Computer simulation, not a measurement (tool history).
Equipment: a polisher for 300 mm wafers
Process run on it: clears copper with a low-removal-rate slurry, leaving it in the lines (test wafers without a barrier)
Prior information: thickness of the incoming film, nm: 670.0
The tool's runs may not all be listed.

| run | hour | flow of slurry (ml/min) | pressure of the wafer on the pad (psi) | speed of the pad under the wafer (cm/s) | abrasive content of the slurry | overpolish time after the end point (s) | time until the end point was called (s) | dishing of a wide line in a test structure (nm) |
|---|---|---|---|---|---|---|---|---|
| 1 | 0 | 260 | 3.4 | 116 | 1 | 23 | 196.01 | 35.773 |
| 2 | 5.7 | 260 | 3.4 | 130 | 1 | 23 | 172.76 | 38 |
| 3 | 11.4 | 260 | 3.4 | 130 | 1 | 24 | 171.72 | 38.32 |
| 4 | 12.7 | 260 | 3.4 | 130 | 1 | 25 | 175.21 | 39.165 |
| 5 | 14.1 | 260 | 3.4 | 130 | 1.2 | 25 | 166.93 | 38.993 |
| 6 | 19.2 | 260 | 3.4 | 130 | 1.35 | 25 | 168.4 | 39.914 |

Expected results for the next run?
| 7 | 25.4 | 260 | 3.4 | 130 | 1.35 | 26 | ? | ? |

time until the end point was called (s): 163.01
dishing of a wide line in a test structure (nm): 39.351
